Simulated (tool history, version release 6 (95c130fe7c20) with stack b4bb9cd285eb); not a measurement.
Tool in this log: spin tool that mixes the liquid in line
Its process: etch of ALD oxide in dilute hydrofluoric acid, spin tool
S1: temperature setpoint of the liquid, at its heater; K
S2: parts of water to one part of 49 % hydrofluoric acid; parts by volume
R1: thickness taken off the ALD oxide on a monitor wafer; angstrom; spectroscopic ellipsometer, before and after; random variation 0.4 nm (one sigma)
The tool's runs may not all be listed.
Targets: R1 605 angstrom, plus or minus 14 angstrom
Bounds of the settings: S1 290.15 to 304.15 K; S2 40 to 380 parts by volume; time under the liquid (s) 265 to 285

Run 1, hour 0: S1 296.15 K, S2 210 parts by volume, time under the liquid (s) 265. Result: R1 329.58 angstrom.
Run 2, hour 7.4: S1 296.15 K, S2 180 parts by volume, time under the liquid (s) 265. Result: R1 392.73 angstrom.
Run 3, hour 11.4: S1 297.65 K, S2 175 parts by volume, time under the liquid (s) 265. Result: R1 430.04 angstrom.
Run 4, hour 16.9: S1 297.65 K, S2 250 parts by volume, time under the liquid (s) 265. Result: R1 277.82 angstrom.
Run 5, hour 19.1: S1 297.65 K, S2 250 parts by volume, time under the liquid (s) 265. Result: R1 277.26 angstrom.
Run 6, hour 26.8: S1 300.15 K, S2 250 parts by volume, time under the liquid (s) 265. Result: R1 302.31 angstrom.
Run 7, hour 28.7: S1 301.15 K, S2 230 parts by volume, time under the liquid (s) 265. Result: R1 354.79 angstrom.
Run 8, hour 31.1: S1 301.65 K, S2 215 parts by volume, time under the liquid (s) 265. Result: R1 384.28 angstrom.
Run 9, hour 33.8: S1 302.15 K, S2 200 parts by volume, time under the liquid (s) 265. Result: R1 430.2 angstrom.
Run 10, hour 36.1: S1 302.65 K, S2 190 parts by volume, time under the liquid (s) 265. Result: R1 466.7 angstrom.
Run 11, hour 42.8: S1 303.15 K, S2 180 parts by volume, time under the liquid (s) 265. Result: R1 499.8 angstrom.
Run 12, hour 51.4: S1 303.15 K, S2 175 parts by volume, time under the liquid (s) 265. Result: R1 523.23 angstrom.
Run 13, hour 58.2: S1 303.15 K, S2 170 parts by volume, time under the liquid (s) 265. Result: R1 546.24 angstrom.
Run 14, hour 60.2: S1 303.65 K, S2 165 parts by volume, time under the liquid (s) 265. Result: R1 580.48 angstrom.
Run 15, hour 68.4: S1 304.15 K, S2 165 parts by volume, time under the liquid (s) 265. Result: R1 585.02 angstrom.

Exactly one of the 4 candidate moves below puts every result within its allowed miss. Which one?
Run A, hour 76.6: S1 302.65 K, S2 170 parts by volume, time under the liquid (s) 285. Result: R1 ?.
Run B, hour 76.6: S1 303.65 K, S2 150 parts by volume, time under the liquid (s) 265. Result: R1 ?.
Run C, hour 76.6: S1 304.15 K, S2 180 parts by volume, time under the liquid (s) 285. Result: R1 ?.
Run D, hour 76.6: S1 304.15 K, S2 170 parts by volume, time under the liquid (s) 285. Result: R1 ?.

move      R1
   A  571.02
   B  639.03
   C  562.09
   D  602.43
A: lands further from the targets than the last run did
B: takes the result that was furthest off past its target
C: lands further from the targets than the last run did
D: hits every target within its allowed miss
D meets every target.

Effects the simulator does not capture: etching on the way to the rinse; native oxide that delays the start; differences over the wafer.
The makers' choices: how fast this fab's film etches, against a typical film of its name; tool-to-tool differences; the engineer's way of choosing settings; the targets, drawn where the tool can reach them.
